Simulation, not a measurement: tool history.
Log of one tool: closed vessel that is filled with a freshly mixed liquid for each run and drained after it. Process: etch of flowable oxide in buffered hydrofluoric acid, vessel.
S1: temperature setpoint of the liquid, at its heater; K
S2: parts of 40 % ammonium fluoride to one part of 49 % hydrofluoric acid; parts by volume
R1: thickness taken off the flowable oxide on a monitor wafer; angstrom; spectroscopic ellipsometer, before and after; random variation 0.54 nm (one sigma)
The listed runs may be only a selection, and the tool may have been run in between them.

Run 1, day 0.000: S1 296.15 K, S2 12.5 parts by volume, time in the liquid (s) 85. Result: R1 2158.2 angstrom.
Run 2, day 0.125: S1 296.15 K, S2 10.0 parts by volume, time in the liquid (s) 85. Result: R1 2654.7 angstrom.
Run 3, day 0.267: S1 299.65 K, S2 10.0 parts by volume, time in the liquid (s) 85. Result: R1 3224.0 angstrom.
Run 4, day 0.342: S1 297.15 K, S2 11.0 parts by volume, time in the liquid (s) 85. Result: R1 2565.3 angstrom.
Run 5, day 0.467: S1 295.15 K, S2 11.5 parts by volume, time in the liquid (s) 85. Result: R1 2193.6 angstrom.
Run 6, day 0.575: S1 293.65 K, S2 11.5 parts by volume, time in the liquid (s) 85. Result: R1 2015.6 angstrom.
Run 7, day 0.696: S1 292.65 K, S2 12.0 parts by volume, time in the liquid (s) 85. Result: R1 1835.5 angstrom.
Run 8, day 0.942: S1 292.15 K, S2 12.5 parts by volume, time in the liquid (s) 85. Result: R1 1712.6 angstrom.
Run 9, day 0.996: S1 291.65 K, S2 12.5 parts by volume, time in the liquid (s) 85. Result: R1 1669.7 angstrom.

For run 10, what comes out?
Run 10, day 1.346: S1 291.15 K, S2 13.0 parts by volume, time in the liquid (s) 85. Result: R1 ?.

R1: 1561.2 angstrom
